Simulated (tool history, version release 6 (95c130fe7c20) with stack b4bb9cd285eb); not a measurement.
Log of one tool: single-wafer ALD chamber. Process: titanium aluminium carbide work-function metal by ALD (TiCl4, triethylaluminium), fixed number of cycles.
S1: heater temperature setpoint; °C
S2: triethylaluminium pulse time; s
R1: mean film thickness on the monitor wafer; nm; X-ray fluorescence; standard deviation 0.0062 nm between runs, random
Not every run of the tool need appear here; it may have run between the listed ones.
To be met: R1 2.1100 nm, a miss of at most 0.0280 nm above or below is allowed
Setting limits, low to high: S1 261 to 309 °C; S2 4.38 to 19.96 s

run    day   S1     S2      R1
  1  0.000  285  12.17  1.8863
  2  0.167  291  12.17  1.9442
  3  0.275  284  12.17  1.8762
  4  0.379  289  12.17  1.9344
  5  0.629  291  12.34  1.9556
  6  0.671  293  12.48  1.9651
  7  0.942  295  12.67  2.0018
  8  1.258  296  12.77  2.0091
  9  1.379  297  12.87  2.0164
 10  1.717  298  12.98  2.0362
 11  1.917  299  13.05  2.0432

Which single option among these 5 for the next run brings every result within its allowed miss of target? Just one does.
  A  2.117  305  13.16   ?
  B  2.117  309  15.75   ?
  C  2.117  292  12.78   ?
  D  2.117  300  12.80   ?
  E  2.117  300  12.18   ?

move      R1
   A  2.1013
   B  2.1559
   C  1.9672
   D  2.0476
   E  2.0411
A: every result within its allowed miss
B: moves the result that the last run missed by most past its target, out the other side
C: misses by more than the last run did
D: nearer than the last run, and not there yet
E: just as far off the targets as the last run
A meets every target.
